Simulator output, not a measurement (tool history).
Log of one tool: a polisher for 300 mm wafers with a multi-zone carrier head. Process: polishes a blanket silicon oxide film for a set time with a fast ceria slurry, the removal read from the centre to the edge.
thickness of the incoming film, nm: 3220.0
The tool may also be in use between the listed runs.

run    day  flow of slurry (ml/min)  pressure of the head's centre zone  pressure of the head's middle zone  pressure of the head's edge zone  polishing time (s)  film removed at the wafer's centre (nm)  film removed at mid-radius (nm)  film removed at the wafer's edge (nm)
  1      0                      245                                   1                                   1                                 1                  60                                   1036.7                           1061.5                                 1089.2
  2  0.038                      245                                1.01                                0.99                              0.97                  59                                   1050.2                           1036.3                                   1065
  3  0.217                      210                                1.01                                0.99                              0.97                  59                                   1029.5                             1018                                 1067.4
  4  0.342                      220                                1.02                                0.99                              0.95                  58                                   1021.8                           1006.9                                 1005.3
  5  0.592                      220                                1.02                                0.99                              0.95                  68                                   1172.8                           1211.7                                 1232.6
  6  0.783                      230                                1.02                                0.99                              0.94                  66                                   1191.4                           1157.2                                 1154.7
  7  0.988                      230                                1.01                                0.98                              0.92                  64                                   1107.3                           1134.7                                 1139.3

The next listed run, before its measurement:
  8  1.321                      215                                1.11                                1.01                               0.9                  50                                        ?                                ?                                      ?

{"run 8": {"film removed at the wafer's centre (nm)": 944.58, "film removed at mid-radius (nm)": 901.62, "film removed at the wafer's edge (nm)": 857.06}}
